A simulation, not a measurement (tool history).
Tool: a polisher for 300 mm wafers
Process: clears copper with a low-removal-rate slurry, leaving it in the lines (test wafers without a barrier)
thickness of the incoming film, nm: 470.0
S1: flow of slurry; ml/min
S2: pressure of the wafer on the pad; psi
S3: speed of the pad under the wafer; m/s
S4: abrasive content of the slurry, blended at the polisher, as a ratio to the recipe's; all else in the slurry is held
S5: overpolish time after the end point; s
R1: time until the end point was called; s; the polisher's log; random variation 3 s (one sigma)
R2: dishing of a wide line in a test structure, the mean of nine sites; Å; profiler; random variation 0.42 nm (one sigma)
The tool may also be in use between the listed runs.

{"run": 1, "hour": 0.0, "S1": 120, "S2": 3.6, "S3": 0.86, "S4": 1.0, "S5": 26, "R1": 142.86, "R2": 414.27}
{"run": 2, "hour": 1.0, "S1": 120, "S2": 3.6, "S3": 0.86, "S4": 1.0, "S5": 22, "R1": 145.87, "R2": 360.92}
{"run": 3, "hour": 6.1, "S1": 120, "S2": 3.6, "S3": 0.7, "S4": 1.0, "S5": 22, "R1": 179.42, "R2": 319.27}
{"run": 4, "hour": 12.4, "S1": 120, "S2": 3.4, "S3": 0.7, "S4": 1.0, "S5": 21, "R1": 185.0, "R2": 288.7}
{"run": 5, "hour": 15.7, "S1": 120, "S2": 3.4, "S3": 0.6, "S4": 1.0, "S5": 21, "R1": 214.66, "R2": 259.71}
{"run": 6, "hour": 22.1, "S1": 120, "S2": 3.4, "S3": 0.52, "S4": 1.0, "S5": 21, "R1": 246.97, "R2": 230.07}
{"run": 7, "hour": 29.0, "S1": 120, "S2": 3.4, "S3": 0.52, "S4": 1.0, "S5": 20, "R1": 243.98, "R2": 226.47}

Run 8 comes next. What will it give?
{"run": 8, "hour": 37.0, "S1": 120, "S2": 3.4, "S3": 0.52, "S4": 1.0, "S5": 19, "R1": "?", "R2": "?"}

Run 8 gave R1 246.38 s, R2 213.18 Å.

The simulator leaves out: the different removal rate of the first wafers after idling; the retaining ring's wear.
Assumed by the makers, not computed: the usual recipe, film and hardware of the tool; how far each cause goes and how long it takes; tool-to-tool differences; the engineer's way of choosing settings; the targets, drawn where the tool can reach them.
